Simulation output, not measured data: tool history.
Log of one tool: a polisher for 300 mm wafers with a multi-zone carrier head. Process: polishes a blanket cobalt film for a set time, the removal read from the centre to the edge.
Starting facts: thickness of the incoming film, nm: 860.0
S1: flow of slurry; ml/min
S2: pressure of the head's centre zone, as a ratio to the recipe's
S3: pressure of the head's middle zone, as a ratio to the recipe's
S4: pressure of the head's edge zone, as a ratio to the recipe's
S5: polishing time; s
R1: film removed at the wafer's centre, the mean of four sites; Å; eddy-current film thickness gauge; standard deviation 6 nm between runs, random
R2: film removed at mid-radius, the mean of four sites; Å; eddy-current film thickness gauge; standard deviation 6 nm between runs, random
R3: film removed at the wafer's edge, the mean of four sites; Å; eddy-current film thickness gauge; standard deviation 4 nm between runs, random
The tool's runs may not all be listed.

Run 1, hour 0: S1 220 ml/min, S2 1, S3 1, S4 1, S5 47 s. Result: R1 3221.2 Å, R2 3246.1 Å, R3 3173.6 Å.
Run 2, hour 5.8: S1 225 ml/min, S2 1.01, S3 1.01, S4 1.01, S5 48 s. Result: R1 3311.2 Å, R2 3394.1 Å, R3 3250.6 Å.
Run 3, hour 11.4: S1 225 ml/min, S2 1.01, S3 0.95, S4 1.01, S5 48 s. Result: R1 3260.1 Å, R2 3149.4 Å, R3 3292.3 Å.
Run 4, hour 12.6: S1 205 ml/min, S2 1.01, S3 0.95, S4 1.01, S5 48 s. Result: R1 3144.4 Å, R2 3211.1 Å, R3 3263.6 Å.
Run 5, hour 18.3: S1 210 ml/min, S2 1.02, S3 0.96, S4 1.02, S5 49 s. Result: R1 3353.7 Å, R2 3264.4 Å, R3 3363 Å.
Run 6, hour 24.1: S1 210 ml/min, S2 1.02, S3 0.96, S4 0.97, S5 49 s. Result: R1 3397.5 Å, R2 3283.4 Å, R3 3240.5 Å.
Run 7, hour 31.5: S1 210 ml/min, S2 1.03, S3 0.98, S4 0.98, S5 50 s. Result: R1 3351.6 Å, R2 3326.1 Å, R3 3406.2 Å.

Run 8 has not been measured yet. What should we expect?
Run 8, hour 39.5: S1 225 ml/min, S2 1.03, S3 1, S4 0.97, S5 51 s. Result: R1 ?, R2 ?, R3 ?.

For run 8 the tool returned R1 3541.7 Å, R2 3582.9 Å, R3 3464.1 Å.
